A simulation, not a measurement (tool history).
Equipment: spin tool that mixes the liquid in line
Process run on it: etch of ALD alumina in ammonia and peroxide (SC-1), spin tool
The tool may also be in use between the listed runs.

run	hour	temperature setpoint of the liquid (C)	parts of 29 % ammonia solution to one part of 30 % peroxide (parts by volume)	time under the liquid (s)	thickness taken off the ALD alumina on a monitor wafer (nm)
1	0.0	53.0	1.00	280	27.911
2	6.4	52.5	1.00	280	26.843
3	7.7	51.5	1.00	280	25.808
4	13.0	51.5	1.00	305	28.042
5	19.0	51.0	1.00	305	27.112
6	24.8	51.0	0.75	305	26.435

What does the tool deliver on the next run?
7	29.6	49.5	0.75	305	?

For run 7 the tool returned thickness taken off the ALD alumina on a monitor wafer (nm) 24.471.
